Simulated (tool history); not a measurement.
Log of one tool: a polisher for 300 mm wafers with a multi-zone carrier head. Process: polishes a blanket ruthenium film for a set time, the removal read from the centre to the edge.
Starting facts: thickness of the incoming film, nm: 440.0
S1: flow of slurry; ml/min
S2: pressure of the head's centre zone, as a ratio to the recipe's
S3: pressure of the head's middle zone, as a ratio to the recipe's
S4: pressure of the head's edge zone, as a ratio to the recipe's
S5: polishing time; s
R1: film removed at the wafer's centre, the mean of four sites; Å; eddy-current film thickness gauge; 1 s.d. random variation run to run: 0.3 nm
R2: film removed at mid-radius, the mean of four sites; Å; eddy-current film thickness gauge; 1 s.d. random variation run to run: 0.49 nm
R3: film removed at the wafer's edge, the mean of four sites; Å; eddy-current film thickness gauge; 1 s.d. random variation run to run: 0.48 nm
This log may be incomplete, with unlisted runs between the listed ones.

run 1 hour=0.0 | S1=245 S2=1.00 S3=1.00 S4=1.00 S5=53 | R1=640.08 R2=607.77 R3=624.11
run 2 hour=3.3 | S1=240 S2=0.97 S3=0.99 S4=0.98 S5=49 | R1=568.89 R2=554.29 R3=586.08
run 3 hour=5.2 | S1=240 S2=0.96 S3=1.00 S4=0.97 S5=45 | R1=503.51 R2=520.71 R3=520.03
run 4 hour=10.4 | S1=180 S2=0.96 S3=1.00 S4=0.97 S5=45 | R1=487.69 R2=510.60 R3=502.71
run 5 hour=19.4 | S1=180 S2=0.96 S3=1.00 S4=0.97 S5=55 | R1=599.76 R2=589.76 R3=615.74
run 6 hour=22.2 | S1=175 S2=0.94 S3=0.98 S4=0.95 S5=51 | R1=540.39 R2=558.95 R3=563.43
run 7 hour=26.5 | S1=170 S2=0.93 S3=0.96 S4=0.95 S5=48 | R1=500.97 R2=507.70 R3=533.95
run 8 hour=34.4 | S1=180 S2=0.84 S3=0.95 S4=0.85 S5=33 | R1=313.49 R2=353.35 R3=348.73

The next listed run, before its measurement:
run 9 hour=42.0 | S1=190 S2=0.85 S3=0.95 S4=0.88 S5=33 | R1=? R2=? R3=?

Run 9 gave R1 321.40 Å, R2 352.45 Å, R3 358.90 Å.
